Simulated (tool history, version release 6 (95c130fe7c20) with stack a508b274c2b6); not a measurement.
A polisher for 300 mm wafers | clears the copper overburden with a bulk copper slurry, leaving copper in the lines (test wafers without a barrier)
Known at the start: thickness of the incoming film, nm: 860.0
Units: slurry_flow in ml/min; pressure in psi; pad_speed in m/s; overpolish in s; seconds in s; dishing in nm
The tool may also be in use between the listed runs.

| run | hour | slurry_flow | pressure | pad_speed | slurry_solids | overpolish | seconds | dishing |
|---|---|---|---|---|---|---|---|---|
| 1 | 0 | 225 | 3.4 | 1.36 | 1 | 14 | 58.059 | 62.444 |
| 2 | 5.4 | 225 | 3.4 | 1.36 | 1 | 12 | 58.76 | 58.601 |
| 3 | 9.1 | 225 | 2.6 | 1.36 | 1 | 12 | 74.872 | 50.079 |
| 4 | 10.6 | 225 | 2.8 | 1.38 | 1 | 12 | 69.813 | 55.07 |
| 5 | 12.9 | 225 | 2.8 | 1.38 | 1.2 | 12 | 66.412 | 53.868 |
| 6 | 21.6 | 225 | 3 | 1.4 | 1.2 | 12 | 62.993 | 55.976 |
| 7 | 23.1 | 225 | 3.2 | 1.42 | 1.2 | 12 | 57.719 | 60.93 |

The next listed run, before its measurement:
| 8 | 28.5 | 225 | 3.3 | 1.44 | 1.2 | 11 | ? | ? |

{"run 8": {"seconds": 54.924, "dishing": 59.499}}
